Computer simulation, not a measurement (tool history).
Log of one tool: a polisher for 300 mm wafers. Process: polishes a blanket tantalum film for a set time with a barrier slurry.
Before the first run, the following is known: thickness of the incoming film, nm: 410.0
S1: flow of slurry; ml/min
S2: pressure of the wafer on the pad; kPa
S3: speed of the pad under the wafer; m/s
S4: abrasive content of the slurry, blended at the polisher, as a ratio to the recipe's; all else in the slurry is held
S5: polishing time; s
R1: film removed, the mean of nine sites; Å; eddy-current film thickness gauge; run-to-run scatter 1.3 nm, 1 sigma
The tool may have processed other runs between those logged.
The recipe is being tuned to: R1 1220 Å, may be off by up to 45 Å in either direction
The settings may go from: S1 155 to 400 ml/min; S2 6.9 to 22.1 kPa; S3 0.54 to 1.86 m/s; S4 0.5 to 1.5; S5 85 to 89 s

{"run": 1, "day": 0.0, "S1": 255, "S2": 14.5, "S3": 1.18, "S4": 1, "S5": 85, "R1": 1463.5}
{"run": 2, "day": 0.375, "S1": 255, "S2": 14.5, "S3": 1.18, "S4": 1.15, "S5": 85, "R1": 1505.8}
{"run": 3, "day": 0.65, "S1": 255, "S2": 13.8, "S3": 1.18, "S4": 1.15, "S5": 85, "R1": 1445.6}
{"run": 4, "day": 0.9, "S1": 255, "S2": 13.8, "S3": 1.18, "S4": 1.3, "S5": 85, "R1": 1514.9}
{"run": 5, "day": 1.179, "S1": 255, "S2": 13.1, "S3": 1.18, "S4": 1.3, "S5": 85, "R1": 1426.4}
{"run": 6, "day": 1.338, "S1": 225, "S2": 13.1, "S3": 1.18, "S4": 1.3, "S5": 85, "R1": 1442}
{"run": 7, "day": 1.475, "S1": 225, "S2": 13.1, "S3": 1.18, "S4": 1.3, "S5": 85, "R1": 1407.1}
{"run": 8, "day": 1.658, "S1": 225, "S2": 12.4, "S3": 1.18, "S4": 1.3, "S5": 85, "R1": 1328.2}

Below are 4 possible settings for the next run. Only one of them brings all results inside the allowed miss of their targets. Which is it?
{"run": "A", "day": 1.842, "S1": 255, "S2": 13.8, "S3": 1.12, "S4": 1.3, "S5": 85, "R1": "?"}
{"run": "B", "day": 1.842, "S1": 220, "S2": 11.7, "S3": 1.22, "S4": 1.25, "S5": 88, "R1": "?"}
{"run": "C", "day": 1.842, "S1": 235, "S2": 12.4, "S3": 1.1, "S4": 1.25, "S5": 85, "R1": "?"}
{"run": "D", "day": 1.842, "S1": 170, "S2": 12.4, "S3": 1.06, "S4": 1.3, "S5": 85, "R1": "?"}

move=A R1=1424.7
move=B R1=1330.6
move=C R1=1239.1
move=D R1=1149.3
A: its largest miss is bigger than the last run's
B: about the same distance from the targets as the last run
C: all results in spec
D: moves the result that the last run missed by most past its target, out the other side
Correct choice: C, which meets every target

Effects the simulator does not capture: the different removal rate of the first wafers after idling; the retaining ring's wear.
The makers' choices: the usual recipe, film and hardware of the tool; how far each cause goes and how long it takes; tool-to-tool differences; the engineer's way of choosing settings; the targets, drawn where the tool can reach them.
